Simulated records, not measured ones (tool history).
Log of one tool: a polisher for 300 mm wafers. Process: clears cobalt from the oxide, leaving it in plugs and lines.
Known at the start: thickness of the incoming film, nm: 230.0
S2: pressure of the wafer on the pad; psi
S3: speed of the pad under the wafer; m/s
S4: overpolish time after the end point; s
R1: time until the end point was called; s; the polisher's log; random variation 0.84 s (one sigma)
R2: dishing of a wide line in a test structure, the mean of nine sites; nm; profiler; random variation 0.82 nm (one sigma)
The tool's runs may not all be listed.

run 1 hour=0.0 | flow_of_slurry_(ml/min)=235 S2=2.2 S3=0.82 S4=22 | R1=65.242 R2=45.959
run 2 hour=3.4 | flow_of_slurry_(ml/min)=235 S2=1.7 S3=0.82 S4=22 | R1=82.499 R2=40.205
run 3 hour=4.5 | flow_of_slurry_(ml/min)=235 S2=1.7 S3=0.82 S4=23 | R1=85.406 R2=41.464
run 4 hour=12.4 | flow_of_slurry_(ml/min)=235 S2=1.7 S3=0.82 S4=17 | R1=84.863 R2=33.841
run 5 hour=21.2 | flow_of_slurry_(ml/min)=235 S2=2.2 S3=0.82 S4=17 | R1=65.619 R2=39.367
run 6 hour=21.8 | flow_of_slurry_(ml/min)=235 S2=2.2 S3=0.82 S4=18 | R1=65.321 R2=41.413
run 7 hour=22.5 | flow_of_slurry_(ml/min)=235 S2=2.2 S3=0.82 S4=19 | R1=65.567 R2=41.834
run 8 hour=23.5 | flow_of_slurry_(ml/min)=235 S2=2.2 S3=0.82 S4=20 | R1=66.852 R2=44.155

Run 9 comes next. What will it give?
run 9 hour=29.4 | flow_of_slurry_(ml/min)=235 S2=2.2 S3=0.82 S4=20 | R1=? R2=?

R1: 65.678 s
R2: 44.965 nm
